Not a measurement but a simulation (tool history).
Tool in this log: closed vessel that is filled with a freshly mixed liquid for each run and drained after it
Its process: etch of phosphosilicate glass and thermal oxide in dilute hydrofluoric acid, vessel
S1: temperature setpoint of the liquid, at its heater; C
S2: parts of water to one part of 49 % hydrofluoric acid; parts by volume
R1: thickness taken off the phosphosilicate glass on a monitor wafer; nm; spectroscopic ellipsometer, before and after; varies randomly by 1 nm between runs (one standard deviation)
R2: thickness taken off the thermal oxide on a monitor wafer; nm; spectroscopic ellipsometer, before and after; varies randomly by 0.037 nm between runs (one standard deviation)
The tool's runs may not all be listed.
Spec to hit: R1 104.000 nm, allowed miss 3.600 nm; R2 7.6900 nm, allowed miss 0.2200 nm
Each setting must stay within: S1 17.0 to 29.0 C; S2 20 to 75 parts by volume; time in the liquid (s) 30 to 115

run 1 hour=0.0 | S1=21.0 S2=45 time_in_the_liquid_(s)=60 | R1=79.610 R2=5.9647
run 2 hour=3.1 | S1=18.0 S2=45 time_in_the_liquid_(s)=60 | R1=69.880 R2=5.3112
run 3 hour=12.4 | S1=17.0 S2=45 time_in_the_liquid_(s)=60 | R1=68.885 R2=5.0840
run 4 hour=14.7 | S1=17.0 S2=45 time_in_the_liquid_(s)=60 | R1=67.536 R2=5.0859
run 5 hour=19.1 | S1=18.0 S2=45 time_in_the_liquid_(s)=60 | R1=72.409 R2=5.2905
run 6 hour=25.3 | S1=18.0 S2=45 time_in_the_liquid_(s)=40 | R1=47.227 R2=3.5366
run 7 hour=34.2 | S1=19.0 S2=45 time_in_the_liquid_(s)=40 | R1=50.355 R2=3.6662
run 8 hour=38.6 | S1=20.0 S2=45 time_in_the_liquid_(s)=40 | R1=52.175 R2=3.8244
run 9 hour=40.4 | S1=21.0 S2=45 time_in_the_liquid_(s)=40 | R1=54.253 R2=3.9995
run 10 hour=45.2 | S1=22.0 S2=45 time_in_the_liquid_(s)=40 | R1=56.291 R2=4.1494

Exactly one of the 4 candidate moves below puts every result within its allowed miss. Which one?
run A hour=50.0 | S1=22.5 S2=35 time_in_the_liquid_(s)=55 | R1=? R2=?
run B hour=50.0 | S1=23.0 S2=35 time_in_the_liquid_(s)=50 | R1=? R2=?
run C hour=50.0 | S1=22.0 S2=40 time_in_the_liquid_(s)=60 | R1=? R2=?
run D hour=50.0 | S1=21.0 S2=45 time_in_the_liquid_(s)=70 | R1=? R2=?

move=A R1=103.960 R2=7.5621
move=B R1=96.513 R2=7.0207
move=C R1=96.541 R2=7.0227
move=D R1=95.378 R2=6.9381
A: every result lands within tolerance
B: gains on the last run, yet a result remains outside its allowed miss
C: gains on the last run, yet a result remains outside its allowed miss
D: gains on the last run, yet a result remains outside its allowed miss
The move that meets every target is A.

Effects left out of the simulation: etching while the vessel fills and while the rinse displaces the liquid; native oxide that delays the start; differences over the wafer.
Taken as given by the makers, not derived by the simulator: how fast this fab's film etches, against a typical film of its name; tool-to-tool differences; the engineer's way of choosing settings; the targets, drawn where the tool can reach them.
